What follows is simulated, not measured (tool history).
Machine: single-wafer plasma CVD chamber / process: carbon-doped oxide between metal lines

run	hour	heater temperature setpoint (K)	chamber pressure (mTorr)	RF power (W)	deposition time (s)	mean film thickness on the monitor wafer (nm)
1	0	618.15	6360	675	18	114.24
2	5.6	618.15	5680	675	18	113.64
3	12.1	618.15	5680	675	17.1	108.57
4	13.9	617.15	5720	705	17.2	112.28
5	14.7	617.15	5720	705	17.1	111.21
6	20	615.15	5810	730	17.2	115.16
7	26.8	614.15	5850	755	17.3	119.67
8	33.3	613.15	5900	770	17.4	122.89

Run 9 comes next. What will it give?
9	40.5	612.15	5960	780	17.4	?

Run 9 gave mean film thickness on the monitor wafer (nm) 123.9.

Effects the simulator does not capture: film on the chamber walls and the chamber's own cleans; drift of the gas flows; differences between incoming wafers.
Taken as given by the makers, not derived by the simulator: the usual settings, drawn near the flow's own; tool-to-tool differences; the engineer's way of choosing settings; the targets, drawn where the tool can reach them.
